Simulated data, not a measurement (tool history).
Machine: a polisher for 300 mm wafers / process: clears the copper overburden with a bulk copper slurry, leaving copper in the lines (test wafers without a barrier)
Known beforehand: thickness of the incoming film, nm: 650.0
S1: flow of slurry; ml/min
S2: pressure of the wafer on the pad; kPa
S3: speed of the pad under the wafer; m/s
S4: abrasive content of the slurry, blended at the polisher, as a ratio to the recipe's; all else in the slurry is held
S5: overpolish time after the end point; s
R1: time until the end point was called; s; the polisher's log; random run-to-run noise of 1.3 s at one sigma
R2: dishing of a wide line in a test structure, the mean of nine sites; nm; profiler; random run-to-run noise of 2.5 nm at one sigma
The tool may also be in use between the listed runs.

run,day,S1,S2,S3,S4,S5,R1,R2
1,0,120,22.1,0.86,1,18,75.47,85.724
2,0.167,115,20.7,0.86,1,21,80.484,88.088
3,0.446,115,20.7,0.86,1,15,81.627,72.395
4,0.746,140,20.7,0.86,1,15,75.749,69.215
# day 0.808: worn pad replaced by a new one
5,0.808,140,20.7,0.86,1,7,73.997,42.816
6,1.129,125,20.7,0.84,1,12,75.05,66.613
7,1.238,115,20,0.78,1,14,85.841,64.911

What does the tool deliver on the next run?
8,1.542,110,20,0.76,1,17,?,?

Run 8 measured R1 86.301 s, R2 76.841 nm.
